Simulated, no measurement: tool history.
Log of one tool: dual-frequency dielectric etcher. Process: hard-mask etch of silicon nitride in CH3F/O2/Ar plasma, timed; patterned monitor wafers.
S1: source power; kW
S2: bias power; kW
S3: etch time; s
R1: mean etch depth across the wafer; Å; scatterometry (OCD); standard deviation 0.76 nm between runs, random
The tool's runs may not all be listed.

run 1 hour=0 | S1=0.35 S2=0.078 S3=209 | R1=1347.7
run 2 hour=3.1 | S1=0.35 S2=0.078 S3=217.5 | R1=1389.6
run 3 hour=5.6 | S1=0.33 S2=0.075 S3=216.5 | R1=1335.2
run 4 hour=8.8 | S1=0.37 S2=0.075 S3=216.5 | R1=1384.9
run 5 hour=11.4 | S1=0.43 S2=0.075 S3=216.5 | R1=1459.4
run 6 hour=18.6 | S1=0.41 S2=0.071 S3=216 | R1=1428

Predict the results of run 7:
run 7 hour=21.2 | S1=0.34 S2=0.055 S3=209 | R1=?

Run 7 came out at R1 1176.1 Å.

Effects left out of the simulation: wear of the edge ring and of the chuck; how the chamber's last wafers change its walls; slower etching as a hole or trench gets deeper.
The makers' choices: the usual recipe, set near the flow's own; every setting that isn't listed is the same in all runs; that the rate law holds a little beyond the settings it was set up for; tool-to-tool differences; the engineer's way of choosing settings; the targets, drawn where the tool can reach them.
